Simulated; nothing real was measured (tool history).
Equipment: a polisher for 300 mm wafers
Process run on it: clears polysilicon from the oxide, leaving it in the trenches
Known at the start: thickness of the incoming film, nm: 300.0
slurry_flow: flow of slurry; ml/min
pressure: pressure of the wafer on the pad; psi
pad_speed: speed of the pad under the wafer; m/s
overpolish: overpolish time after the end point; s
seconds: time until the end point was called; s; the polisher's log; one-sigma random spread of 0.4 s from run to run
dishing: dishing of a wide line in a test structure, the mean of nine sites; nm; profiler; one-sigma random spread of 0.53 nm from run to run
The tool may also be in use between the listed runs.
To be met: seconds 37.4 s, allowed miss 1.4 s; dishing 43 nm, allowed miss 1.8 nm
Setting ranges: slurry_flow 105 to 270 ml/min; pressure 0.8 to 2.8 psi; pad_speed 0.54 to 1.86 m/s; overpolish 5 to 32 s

| run | hour | slurry_flow | pressure | pad_speed | overpolish | seconds | dishing |
|---|---|---|---|---|---|---|---|
| 1 | 0 | 175 | 1.8 | 1.18 | 16 | 23.691 | 42.701 |
| 2 | 1.1 | 140 | 1.8 | 1.18 | 16 | 23.547 | 42.489 |
| 3 | 9.3 | 140 | 1.8 | 1.18 | 12 | 24.267 | 41.93 |
| 4 | 18 | 140 | 1.6 | 1.18 | 15 | 27.421 | 42.45 |
| 5 | 19.5 | 140 | 2 | 1.18 | 15 | 22.037 | 43.282 |
| 6 | 26.9 | 135 | 1.8 | 1.16 | 17 | 24.147 | 43.508 |
| 7 | 28.7 | 135 | 1.6 | 1.16 | 18 | 27.868 | 42.93 |
| 8 | 37.4 | 135 | 1.5 | 1.16 | 19 | 29.079 | 43.325 |
| 9 | 45.6 | 130 | 1 | 1.14 | 19 | 44.522 | 40.913 |
| 10 | 53.9 | 130 | 1 | 1.14 | 20 | 44.764 | 40.845 |
| 11 | 58.3 | 130 | 1 | 1.14 | 21 | 44.423 | 41.309 |

Exactly one of the 4 candidate moves below puts every result within its allowed miss. Which one?
| A | 62.7 | 145 | 1.3 | 0.76 | 30 | ? | ? |
| B | 62.7 | 140 | 1.2 | 1.14 | 25 | ? | ? |
| C | 62.7 | 110 | 0.8 | 1.16 | 23 | ? | ? |
| D | 62.7 | 130 | 1.2 | 0.76 | 31 | ? | ? |

| move | seconds | dishing |
|---|---|---|
| A | 50.084 | 43.195 |
| B | 36.805 | 43.7 |
| C | 55.289 | 40.617 |
| D | 55.006 | 42.885 |
A: its largest miss is bigger than the last run's
B: every result lands within tolerance
C: its largest miss is bigger than the last run's
D: its largest miss is bigger than the last run's
The move that meets every target is B.
